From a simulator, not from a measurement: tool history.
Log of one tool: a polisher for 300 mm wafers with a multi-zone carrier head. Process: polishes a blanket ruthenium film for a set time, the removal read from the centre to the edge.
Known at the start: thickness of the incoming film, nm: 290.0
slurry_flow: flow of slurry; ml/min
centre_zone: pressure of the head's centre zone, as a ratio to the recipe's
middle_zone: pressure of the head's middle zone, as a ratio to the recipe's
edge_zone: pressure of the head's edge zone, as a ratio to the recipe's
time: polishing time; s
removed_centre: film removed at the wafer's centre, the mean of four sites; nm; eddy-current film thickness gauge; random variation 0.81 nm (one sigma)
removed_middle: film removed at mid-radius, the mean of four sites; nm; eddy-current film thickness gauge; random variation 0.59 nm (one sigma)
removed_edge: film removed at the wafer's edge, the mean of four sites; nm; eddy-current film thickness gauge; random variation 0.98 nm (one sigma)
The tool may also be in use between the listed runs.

run	hour	slurry_flow	centre_zone	middle_zone	edge_zone	time	removed_centre	removed_middle	removed_edge
1	0.0	310	1.00	1.00	1.00	78	93.679	95.639	96.332
2	6.8	310	0.99	0.99	0.97	73	87.832	88.473	87.929
3	12.0	310	0.99	0.99	0.91	73	87.794	89.123	85.606
4	14.0	310	0.99	0.94	0.91	73	88.967	84.018	88.334
5	18.5	310	0.96	0.94	0.91	73	82.952	84.210	86.014
6	21.4	310	0.96	0.94	0.84	73	83.580	84.007	79.610

The next listed run, before its measurement:
7	23.9	310	0.95	0.93	0.84	70	?	?	?

Run 7 gave removed_centre 78.385 nm, removed_middle 81.445 nm, removed_edge 78.448 nm.

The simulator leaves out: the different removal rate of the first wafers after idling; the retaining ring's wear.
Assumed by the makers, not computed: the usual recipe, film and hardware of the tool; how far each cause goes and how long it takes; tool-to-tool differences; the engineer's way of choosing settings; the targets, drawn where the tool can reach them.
